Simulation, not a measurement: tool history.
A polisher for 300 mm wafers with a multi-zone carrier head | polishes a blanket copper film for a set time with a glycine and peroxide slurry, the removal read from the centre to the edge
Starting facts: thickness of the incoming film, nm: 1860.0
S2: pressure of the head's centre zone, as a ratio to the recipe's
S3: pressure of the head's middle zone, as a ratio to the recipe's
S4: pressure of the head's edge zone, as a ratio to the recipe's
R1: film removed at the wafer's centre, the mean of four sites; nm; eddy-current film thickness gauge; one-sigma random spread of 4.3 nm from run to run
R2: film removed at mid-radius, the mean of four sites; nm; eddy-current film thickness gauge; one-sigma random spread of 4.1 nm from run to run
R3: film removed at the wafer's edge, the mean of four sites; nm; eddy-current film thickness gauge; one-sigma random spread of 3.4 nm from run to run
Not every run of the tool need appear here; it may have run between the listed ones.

run 1 hour=0 | flow_of_slurry_(ml/min)=195 S2=1 S3=1 S4=1 polishing_time_(s)=31 | R1=191 R2=189.25 R3=187.82
run 2 hour=5 | flow_of_slurry_(ml/min)=200 S2=1.03 S3=1.02 S4=1 polishing_time_(s)=33 | R1=211.11 R2=203.92 R3=201.12
run 3 hour=7.4 | flow_of_slurry_(ml/min)=200 S2=1.03 S3=1.02 S4=0.94 polishing_time_(s)=33 | R1=213.46 R2=204.4 R3=189.69
run 4 hour=16 | flow_of_slurry_(ml/min)=220 S2=1.03 S3=1.02 S4=0.94 polishing_time_(s)=33 | R1=216.16 R2=208.31 R3=193.22
run 5 hour=19.3 | flow_of_slurry_(ml/min)=220 S2=0.97 S3=1.02 S4=0.94 polishing_time_(s)=33 | R1=200.1 R2=205 R3=195.37
run 6 hour=22 | flow_of_slurry_(ml/min)=220 S2=0.97 S3=1.02 S4=0.94 polishing_time_(s)=36 | R1=221.35 R2=227.2 R3=209.07
run 7 hour=24.3 | flow_of_slurry_(ml/min)=225 S2=1 S3=1.03 S4=0.96 polishing_time_(s)=37 | R1=234.45 R2=232.97 R3=227.62
run 8 hour=28.1 | flow_of_slurry_(ml/min)=225 S2=1.03 S3=1.05 S4=0.95 polishing_time_(s)=38 | R1=254.4 R2=245.79 R3=223.65
run 9 hour=36.7 | flow_of_slurry_(ml/min)=230 S2=1.05 S3=1.06 S4=0.96 polishing_time_(s)=39 | R1=259.81 R2=256.24 R3=238.43
run 10 hour=38.5 | flow_of_slurry_(ml/min)=230 S2=1.07 S3=1.06 S4=0.96 polishing_time_(s)=40 | R1=275.58 R2=266.24 R3=241.79
run 11 hour=44.1 | flow_of_slurry_(ml/min)=230 S2=1.09 S3=1.06 S4=0.96 polishing_time_(s)=40 | R1=284.13 R2=268.2 R3=239.08
run 12 hour=48.1 | flow_of_slurry_(ml/min)=230 S2=1.1 S3=1.06 S4=0.97 polishing_time_(s)=40 | R1=290.09 R2=261.57 R3=246.11
run 13 hour=56.5 | flow_of_slurry_(ml/min)=230 S2=1.11 S3=1.07 S4=0.97 polishing_time_(s)=40 | R1=274.67 R2=266.94 R3=238.03
run 14 hour=63.6 | flow_of_slurry_(ml/min)=230 S2=1.12 S3=1.07 S4=0.97 polishing_time_(s)=41 | R1=291.71 R2=275.89 R3=247.21
run 15 hour=68.3 | flow_of_slurry_(ml/min)=235 S2=1.13 S3=1.07 S4=0.97 polishing_time_(s)=41 | R1=297.51 R2=269.86 R3=246.2

Estimate the outcome of run 16 from the log above:
run 16 hour=76.7 | flow_of_slurry_(ml/min)=235 S2=1.14 S3=1.07 S4=0.97 polishing_time_(s)=41 | R1=? R2=? R3=?

R1: 296.11 nm
R2: 268.4 nm
R3: 244.43 nm
